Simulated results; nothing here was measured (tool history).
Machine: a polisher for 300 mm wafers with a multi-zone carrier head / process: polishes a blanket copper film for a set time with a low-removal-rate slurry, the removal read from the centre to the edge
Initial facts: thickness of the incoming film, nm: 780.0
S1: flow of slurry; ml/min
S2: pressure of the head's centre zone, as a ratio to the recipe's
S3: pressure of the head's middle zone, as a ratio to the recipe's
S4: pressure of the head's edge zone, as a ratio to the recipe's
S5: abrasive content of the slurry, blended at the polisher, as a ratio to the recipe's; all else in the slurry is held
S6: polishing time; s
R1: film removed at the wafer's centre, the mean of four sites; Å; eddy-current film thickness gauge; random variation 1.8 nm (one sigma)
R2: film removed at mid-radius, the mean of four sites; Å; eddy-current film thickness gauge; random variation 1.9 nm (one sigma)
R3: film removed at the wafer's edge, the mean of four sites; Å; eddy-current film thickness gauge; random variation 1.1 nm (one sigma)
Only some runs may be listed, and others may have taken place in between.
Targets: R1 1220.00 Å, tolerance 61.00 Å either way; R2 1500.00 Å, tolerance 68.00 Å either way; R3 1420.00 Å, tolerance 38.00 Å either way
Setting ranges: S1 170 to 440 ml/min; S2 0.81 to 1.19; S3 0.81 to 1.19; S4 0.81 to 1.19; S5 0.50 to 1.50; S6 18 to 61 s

run 1 hour=0.0 | S1=280 S2=1.00 S3=1.00 S4=1.00 S5=1.00 S6=39 | R1=961.29 R2=985.38 R3=987.43
run 2 hour=7.9 | S1=285 S2=0.99 S3=1.02 S4=1.02 S5=1.05 S6=40 | R1=1010.90 R2=1059.00 R3=1029.30
run 3 hour=11.4 | S1=285 S2=0.97 S3=1.02 S4=1.04 S5=1.10 S6=41 | R1=1031.40 R2=1106.60 R3=1080.50
run 4 hour=19.2 | S1=285 S2=0.91 S3=1.02 S4=1.04 S5=1.10 S6=41 | R1=973.37 R2=1108.20 R3=1063.80
run 5 hour=23.2 | S1=285 S2=0.90 S3=1.02 S4=1.06 S5=1.15 S6=42 | R1=1009.10 R2=1183.80 R3=1148.70
run 6 hour=31.7 | S1=290 S2=0.90 S3=1.03 S4=1.08 S5=1.20 S6=42 | R1=1030.40 R2=1148.10 R3=1146.70
run 7 hour=38.4 | S1=290 S2=0.89 S3=1.04 S4=1.08 S5=1.25 S6=43 | R1=1050.20 R2=1242.00 R3=1212.40
run 8 hour=46.4 | S1=320 S2=0.97 S3=1.11 S4=1.18 S5=1.50 S6=44 | R1=1222.40 R2=1418.60 R3=1361.20

Of the 4 settings listed for the next run, only one would bring every result within its allowed miss of target. Which one?
run A hour=54.4 | S1=305 S2=1.04 S3=1.11 S4=1.14 S5=1.35 S6=48 | R1=? R2=? R3=?
run B hour=54.4 | S1=325 S2=0.95 S3=1.06 S4=1.11 S5=1.50 S6=44 | R1=? R2=? R3=?
run C hour=54.4 | S1=315 S2=1.14 S3=1.07 S4=1.12 S5=1.50 S6=43 | R1=? R2=? R3=?
run D hour=54.4 | S1=350 S2=0.92 S3=1.14 S4=1.18 S5=1.50 S6=45 | R1=? R2=? R3=?

move=A R1=1427.40 R2=1477.20 R3=1401.50
move=B R1=1241.80 R2=1354.20 R3=1315.30
move=C R1=1450.30 R2=1328.30 R3=1287.90
move=D R1=1240.10 R2=1480.90 R3=1392.70
A: corrects the largest miss of the last run, while another result sits out of spec
B: moves away from the targets compared with the last run
C: moves away from the targets compared with the last run
D: every result within its allowed miss
D is the move that brings every result within its allowed miss.

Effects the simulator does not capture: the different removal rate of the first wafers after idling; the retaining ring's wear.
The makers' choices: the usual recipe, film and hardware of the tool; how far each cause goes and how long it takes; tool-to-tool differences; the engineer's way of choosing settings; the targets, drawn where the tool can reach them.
